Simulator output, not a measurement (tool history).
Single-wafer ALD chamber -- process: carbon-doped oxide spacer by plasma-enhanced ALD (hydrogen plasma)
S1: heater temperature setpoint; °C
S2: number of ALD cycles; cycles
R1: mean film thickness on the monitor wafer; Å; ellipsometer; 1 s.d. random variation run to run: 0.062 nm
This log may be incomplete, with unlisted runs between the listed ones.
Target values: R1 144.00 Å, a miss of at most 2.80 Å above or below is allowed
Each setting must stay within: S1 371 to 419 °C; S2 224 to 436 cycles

{"run": 1, "day": 0.0, "S1": 395, "S2": 330, "R1": 187.56}
{"run": 2, "day": 0.05, "S1": 395, "S2": 318, "R1": 181.51}
{"run": 3, "day": 0.312, "S1": 395, "S2": 360, "R1": 205.14}
{"run": 4, "day": 0.533, "S1": 395, "S2": 407, "R1": 232.52}
{"run": 5, "day": 0.9, "S1": 401, "S2": 407, "R1": 232.8}
{"run": 6, "day": 1.062, "S1": 411, "S2": 407, "R1": 227.97}
{"run": 7, "day": 1.425, "S1": 417, "S2": 354, "R1": 193.85}
{"run": 8, "day": 1.508, "S1": 417, "S2": 340, "R1": 184.41}
{"run": 9, "day": 1.683, "S1": 417, "S2": 329, "R1": 180.39}
{"run": 10, "day": 2.079, "S1": 417, "S2": 329, "R1": 180.61}
{"run": 11, "day": 2.225, "S1": 417, "S2": 319, "R1": 175.4}
{"run": 12, "day": 2.529, "S1": 417, "S2": 310, "R1": 170.16}
{"run": 13, "day": 2.817, "S1": 417, "S2": 303, "R1": 165.33}
{"run": 14, "day": 2.912, "S1": 417, "S2": 297, "R1": 162.44}
{"run": 15, "day": 3.125, "S1": 417, "S2": 292, "R1": 159.38}
{"run": 16, "day": 3.417, "S1": 417, "S2": 288, "R1": 157.78}
{"run": 17, "day": 3.579, "S1": 417, "S2": 284, "R1": 155.54}
{"run": 18, "day": 3.758, "S1": 417, "S2": 281, "R1": 152.85}
{"run": 19, "day": 3.958, "S1": 417, "S2": 279, "R1": 152.12}
{"run": 20, "day": 4.154, "S1": 417, "S2": 277, "R1": 151.53}
{"run": 21, "day": 4.35, "S1": 417, "S2": 275, "R1": 149.38}

Which one of the following 4 next-run settings gets every result inside its allowed miss? There is exactly one.
{"run": "A", "day": 4.546, "S1": 412, "S2": 259, "R1": "?"}
{"run": "B", "day": 4.546, "S1": 419, "S2": 280, "R1": "?"}
{"run": "C", "day": 4.546, "S1": 415, "S2": 272, "R1": "?"}
{"run": "D", "day": 4.546, "S1": 418, "S2": 277, "R1": "?"}

move=A R1=144.08
move=B R1=152.75
move=C R1=150.06
move=D R1=151.54
A: hits every target within its allowed miss
B: further off than the last run
C: further off than the last run
D: further off than the last run
A meets every target.
